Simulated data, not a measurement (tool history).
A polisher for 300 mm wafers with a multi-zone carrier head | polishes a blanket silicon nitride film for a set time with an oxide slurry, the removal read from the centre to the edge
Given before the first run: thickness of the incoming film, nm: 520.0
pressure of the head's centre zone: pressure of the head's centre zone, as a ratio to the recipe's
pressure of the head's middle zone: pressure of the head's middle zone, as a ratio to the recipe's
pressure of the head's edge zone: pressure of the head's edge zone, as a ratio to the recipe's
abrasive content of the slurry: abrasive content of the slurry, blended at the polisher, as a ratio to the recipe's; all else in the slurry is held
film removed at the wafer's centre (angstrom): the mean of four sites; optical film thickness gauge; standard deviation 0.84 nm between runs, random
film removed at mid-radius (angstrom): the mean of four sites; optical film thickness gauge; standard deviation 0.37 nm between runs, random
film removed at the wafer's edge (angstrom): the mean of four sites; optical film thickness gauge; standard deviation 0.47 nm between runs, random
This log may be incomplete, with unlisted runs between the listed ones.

run	day	flow of slurry (ml/min)	pressure of the head's centre zone	pressure of the head's middle zone	pressure of the head's edge zone	abrasive content of the slurry	polishing time (s)	film removed at the wafer's centre (angstrom)	film removed at mid-radius (angstrom)	film removed at the wafer's edge (angstrom)
1	0	280	1	1	1	1	54	482.87	490.44	492.15
2	0.321	280	1	1	1	1.1	54	506.47	519.14	512.41
3	0.483	290	1.01	1.02	1.03	1.1	54	511.37	528.37	520.72
4	0.654	290	1.01	0.98	1.03	1.1	54	495.62	510.48	521.96
5	0.821	290	1.01	0.98	1.03	1.3	54	560.21	559.31	566.97
6	0.904	290	1.01	0.98	1.03	1.3	44	454.28	453.1	460.96
7	1.138	330	1.06	1.08	1.13	1.5	49	568.9	590.3	574.22

Expected results for the next run?
8	1.438	335	1.06	1.08	1.14	1.5	49	?	?	?

film removed at the wafer's centre (angstrom): 578.51
film removed at mid-radius (angstrom): 591.02
film removed at the wafer's edge (angstrom): 576.56

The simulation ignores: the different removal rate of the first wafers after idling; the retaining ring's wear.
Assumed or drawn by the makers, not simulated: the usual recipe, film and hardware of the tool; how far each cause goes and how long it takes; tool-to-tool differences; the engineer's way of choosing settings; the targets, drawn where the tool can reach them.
